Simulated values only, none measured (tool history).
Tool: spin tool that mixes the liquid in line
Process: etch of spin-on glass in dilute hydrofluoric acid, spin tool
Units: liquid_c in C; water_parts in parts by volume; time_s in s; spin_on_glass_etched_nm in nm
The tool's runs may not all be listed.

| run | hour | liquid_c | water_parts | time_s | spin_on_glass_etched_nm |
|---|---|---|---|---|---|
| 1 | 0.0 | 21.0 | 180 | 60 | 9.6238 |
| 2 | 2.3 | 21.0 | 145 | 60 | 12.2710 |
| 3 | 5.1 | 21.0 | 190 | 60 | 8.9767 |
| 4 | 6.0 | 21.0 | 190 | 60 | 8.8675 |
| 5 | 12.1 | 22.5 | 190 | 60 | 9.4810 |
| 6 | 12.9 | 22.5 | 190 | 60 | 9.5080 |
| 7 | 20.8 | 24.0 | 160 | 60 | 12.2740 |

Forecast run 8:
| 8 | 22.0 | 25.0 | 135 | 60 | ? |

{"run 8": {"spin_on_glass_etched_nm": 15.576}}

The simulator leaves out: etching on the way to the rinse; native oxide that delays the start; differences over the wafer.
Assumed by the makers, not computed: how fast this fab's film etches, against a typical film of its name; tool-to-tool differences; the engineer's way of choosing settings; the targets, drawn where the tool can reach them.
